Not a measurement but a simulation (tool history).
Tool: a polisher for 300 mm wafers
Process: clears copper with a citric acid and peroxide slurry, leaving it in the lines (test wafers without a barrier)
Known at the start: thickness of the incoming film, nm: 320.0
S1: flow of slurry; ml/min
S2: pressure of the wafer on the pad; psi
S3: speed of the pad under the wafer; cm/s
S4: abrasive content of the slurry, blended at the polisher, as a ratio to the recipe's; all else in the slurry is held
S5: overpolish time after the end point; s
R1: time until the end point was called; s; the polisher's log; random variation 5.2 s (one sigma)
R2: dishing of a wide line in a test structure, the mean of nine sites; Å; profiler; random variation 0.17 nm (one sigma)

{"run": 1, "hour": 0.0, "S1": 295, "S2": 2.6, "S3": 114, "S4": 1.0, "S5": 10, "R1": 167.03, "R2": 125.83}
{"run": 2, "hour": 2.3, "S1": 295, "S2": 2.6, "S3": 114, "S4": 1.0, "S5": 7, "R1": 173.43, "R2": 96.833}
{"run": 3, "hour": 7.7, "S1": 295, "S2": 2.3, "S3": 112, "S4": 1.0, "S5": 8, "R1": 188.49, "R2": 93.038}
{"run": 4, "hour": 13.2, "S1": 295, "S2": 2.1, "S3": 106, "S4": 1.0, "S5": 10, "R1": 214.17, "R2": 104.73}
{"run": 5, "hour": 16.4, "S1": 295, "S2": 1.9, "S3": 104, "S4": 1.0, "S5": 10, "R1": 252.97, "R2": 91.995}
{"run": 6, "hour": 25.3, "S1": 295, "S2": 2.2, "S3": 104, "S4": 1.0, "S5": 10, "R1": 209.33, "R2": 102.83}
{"run": 7, "hour": 30.4, "S1": 295, "S2": 2.0, "S3": 104, "S4": 1.0, "S5": 11, "R1": 240.32, "R2": 105.11}

Forecast run 8:
{"run": 8, "hour": 35.0, "S1": 295, "S2": 1.9, "S3": 104, "S4": 1.0, "S5": 11, "R1": "?", "R2": "?"}

{"run 8": {"R1": 248.87, "R2": 102.3}}
